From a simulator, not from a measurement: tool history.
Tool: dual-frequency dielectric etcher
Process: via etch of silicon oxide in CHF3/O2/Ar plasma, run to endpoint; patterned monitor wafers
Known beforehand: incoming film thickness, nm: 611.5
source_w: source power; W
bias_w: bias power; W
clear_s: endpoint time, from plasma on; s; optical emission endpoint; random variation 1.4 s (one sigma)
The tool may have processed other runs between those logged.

run	hour	source_w	bias_w	clear_s
1	0.0	790	179	275.70
2	2.8	810	181	273.82
3	8.2	830	183	267.06
4	10.0	720	183	288.12
5	12.2	750	184	281.63
6	17.1	770	185	278.08
7	20.2	770	185	278.56

Run 8 has not been measured yet. What should we expect?
# hour 20.8: bias power generator calibrated
8	20.8	790	186	?

clear_s: 278.72 s
